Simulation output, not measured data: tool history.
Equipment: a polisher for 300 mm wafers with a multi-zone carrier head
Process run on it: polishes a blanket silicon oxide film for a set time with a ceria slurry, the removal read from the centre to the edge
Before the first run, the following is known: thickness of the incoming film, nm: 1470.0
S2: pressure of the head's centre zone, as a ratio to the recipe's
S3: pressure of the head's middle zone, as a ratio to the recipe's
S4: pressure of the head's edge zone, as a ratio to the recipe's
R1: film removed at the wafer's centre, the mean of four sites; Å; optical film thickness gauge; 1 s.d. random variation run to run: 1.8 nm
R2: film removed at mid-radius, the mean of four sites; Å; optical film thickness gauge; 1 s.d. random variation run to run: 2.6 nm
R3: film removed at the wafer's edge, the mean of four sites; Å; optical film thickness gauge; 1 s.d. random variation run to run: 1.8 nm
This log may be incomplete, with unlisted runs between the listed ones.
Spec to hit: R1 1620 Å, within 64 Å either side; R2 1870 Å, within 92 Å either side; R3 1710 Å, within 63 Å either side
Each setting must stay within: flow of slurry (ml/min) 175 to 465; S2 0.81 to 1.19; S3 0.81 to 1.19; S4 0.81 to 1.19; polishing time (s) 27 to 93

{"run": 1, "hour": 0.0, "flow of slurry (ml/min)": 295, "S2": 1, "S3": 1, "S4": 1, "polishing time (s)": 59, "R1": 3100.5, "R2": 3068.4, "R3": 2967.3}
{"run": 2, "hour": 8.0, "flow of slurry (ml/min)": 290, "S2": 0.98, "S3": 1, "S4": 0.98, "polishing time (s)": 54, "R1": 2817.3, "R2": 2818.9, "R3": 2710.1}
{"run": 3, "hour": 13.2, "flow of slurry (ml/min)": 250, "S2": 0.98, "S3": 1, "S4": 0.98, "polishing time (s)": 54, "R1": 2795, "R2": 2842.7, "R3": 2697.8}
{"run": 4, "hour": 18.9, "flow of slurry (ml/min)": 250, "S2": 0.98, "S3": 0.92, "S4": 0.98, "polishing time (s)": 54, "R1": 2713.1, "R2": 2673, "R3": 2630.7}
{"run": 5, "hour": 19.9, "flow of slurry (ml/min)": 200, "S2": 0.98, "S3": 0.92, "S4": 0.98, "polishing time (s)": 54, "R1": 2634.5, "R2": 2596.1, "R3": 2624.7}
{"run": 6, "hour": 26.1, "flow of slurry (ml/min)": 200, "S2": 0.96, "S3": 0.92, "S4": 0.96, "polishing time (s)": 50, "R1": 2407.8, "R2": 2385, "R3": 2421.6}
{"run": 7, "hour": 30.9, "flow of slurry (ml/min)": 205, "S2": 0.94, "S3": 0.95, "S4": 0.94, "polishing time (s)": 47, "R1": 2241.8, "R2": 2313.3, "R3": 2259.5}
{"run": 8, "hour": 39.2, "flow of slurry (ml/min)": 205, "S2": 0.92, "S3": 0.96, "S4": 0.92, "polishing time (s)": 45, "R1": 2090.2, "R2": 2192.9, "R3": 2118.9}
{"run": 9, "hour": 40.8, "flow of slurry (ml/min)": 205, "S2": 0.91, "S3": 0.97, "S4": 0.91, "polishing time (s)": 44, "R1": 2054.3, "R2": 2212.6, "R3": 2073}
{"run": 10, "hour": 46.2, "flow of slurry (ml/min)": 205, "S2": 0.9, "S3": 0.97, "S4": 0.9, "polishing time (s)": 43, "R1": 1949, "R2": 2160.5, "R3": 2051.6}
{"run": 11, "hour": 48.5, "flow of slurry (ml/min)": 210, "S2": 0.9, "S3": 1.01, "S4": 0.86, "polishing time (s)": 31, "R1": 1411.5, "R2": 1592.2, "R3": 1430.8}
{"run": 12, "hour": 49.8, "flow of slurry (ml/min)": 210, "S2": 0.9, "S3": 1.02, "S4": 0.88, "polishing time (s)": 32, "R1": 1452.1, "R2": 1596.5, "R3": 1503.8}
{"run": 13, "hour": 57.4, "flow of slurry (ml/min)": 245, "S2": 0.92, "S3": 1.12, "S4": 0.93, "polishing time (s)": 36, "R1": 1719.9, "R2": 2033.7, "R3": 1714.1}
{"run": 14, "hour": 65.4, "flow of slurry (ml/min)": 245, "S2": 0.91, "S3": 1.11, "S4": 0.93, "polishing time (s)": 36, "R1": 1716.9, "R2": 2059.2, "R3": 1750.2}
{"run": 15, "hour": 68.5, "flow of slurry (ml/min)": 245, "S2": 0.91, "S3": 1.1, "S4": 0.93, "polishing time (s)": 36, "R1": 1680.2, "R2": 2016.3, "R3": 1739.2}
{"run": 16, "hour": 72.7, "flow of slurry (ml/min)": 245, "S2": 0.91, "S3": 1.09, "S4": 0.93, "polishing time (s)": 36, "R1": 1699.5, "R2": 1978.2, "R3": 1765.7}
{"run": 17, "hour": 81.4, "flow of slurry (ml/min)": 245, "S2": 0.91, "S3": 1.08, "S4": 0.93, "polishing time (s)": 36, "R1": 1736.4, "R2": 2019.1, "R3": 1780.6}
{"run": 18, "hour": 84.4, "flow of slurry (ml/min)": 240, "S2": 0.91, "S3": 1.07, "S4": 0.93, "polishing time (s)": 36, "R1": 1716.4, "R2": 1983.4, "R3": 1726.3}

Which of these 5 next moves meets every target?
{"run": "A", "hour": 87.4, "flow of slurry (ml/min)": 210, "S2": 0.87, "S3": 1.01, "S4": 0.89, "polishing time (s)": 36, "R1": "?", "R2": "?", "R3": "?"}
{"run": "B", "hour": 87.4, "flow of slurry (ml/min)": 215, "S2": 0.81, "S3": 1.05, "S4": 0.96, "polishing time (s)": 35, "R1": "?", "R2": "?", "R3": "?"}
{"run": "C", "hour": 87.4, "flow of slurry (ml/min)": 215, "S2": 0.88, "S3": 1.18, "S4": 0.94, "polishing time (s)": 32, "R1": "?", "R2": "?", "R3": "?"}
{"run": "D", "hour": 87.4, "flow of slurry (ml/min)": 240, "S2": 0.91, "S3": 1.19, "S4": 0.99, "polishing time (s)": 34, "R1": "?", "R2": "?", "R3": "?"}
{"run": "E", "hour": 87.4, "flow of slurry (ml/min)": 245, "S2": 0.81, "S3": 1.16, "S4": 0.92, "polishing time (s)": 35, "R1": "?", "R2": "?", "R3": "?"}

move=A R1=1582.5 R2=1901.5 R3=1715.7
move=B R1=1453.2 R2=1911.4 R3=1727
move=C R1=1426.6 R2=1916.5 R3=1561.8
move=D R1=1582.5 R2=2076.2 R3=1714.6
move=E R1=1478.9 R2=2099.9 R3=1711.9
A: all results in spec
B: carries the result that was furthest off beyond its target, to the other side
C: carries the result that was furthest off beyond its target, to the other side
D: puts the biggest miss on target and leaves a different result outside tolerance
E: carries the result that was furthest off beyond its target, to the other side
The move that meets every target is A.
